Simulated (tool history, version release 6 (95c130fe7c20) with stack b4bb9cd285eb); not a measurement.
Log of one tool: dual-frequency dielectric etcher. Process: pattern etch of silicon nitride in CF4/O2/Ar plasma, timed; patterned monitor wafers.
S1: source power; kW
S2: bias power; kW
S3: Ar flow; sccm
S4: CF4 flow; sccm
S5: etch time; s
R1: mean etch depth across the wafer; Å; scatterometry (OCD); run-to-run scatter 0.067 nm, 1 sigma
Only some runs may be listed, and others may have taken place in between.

Run 1, hour 0.0: S1 0.400 kW, S2 0.034 kW, S3 138 sccm, S4 113 sccm, S5 8.5 s. Result: R1 134.42 Å.
Run 2, hour 6.2: S1 0.400 kW, S2 0.034 kW, S3 115 sccm, S4 113 sccm, S5 8.5 s. Result: R1 136.40 Å.
Run 3, hour 10.8: S1 0.370 kW, S2 0.034 kW, S3 115 sccm, S4 113 sccm, S5 8.5 s. Result: R1 129.32 Å.
Run 4, hour 14.2: S1 0.370 kW, S2 0.034 kW, S3 102 sccm, S4 113 sccm, S5 8.5 s. Result: R1 132.05 Å.
Run 5, hour 23.2: S1 0.370 kW, S2 0.034 kW, S3 102 sccm, S4 100 sccm, S5 8.5 s. Result: R1 128.10 Å.
Run 6, hour 24.1: S1 0.350 kW, S2 0.034 kW, S3 102 sccm, S4 100 sccm, S5 8.5 s. Result: R1 122.33 Å.

For run 7, what comes out?
Run 7, hour 28.1: S1 0.340 kW, S2 0.034 kW, S3 102 sccm, S4 100 sccm, S5 8.5 s. Result: R1 ?.

{"run 7": {"R1": 120.79}}

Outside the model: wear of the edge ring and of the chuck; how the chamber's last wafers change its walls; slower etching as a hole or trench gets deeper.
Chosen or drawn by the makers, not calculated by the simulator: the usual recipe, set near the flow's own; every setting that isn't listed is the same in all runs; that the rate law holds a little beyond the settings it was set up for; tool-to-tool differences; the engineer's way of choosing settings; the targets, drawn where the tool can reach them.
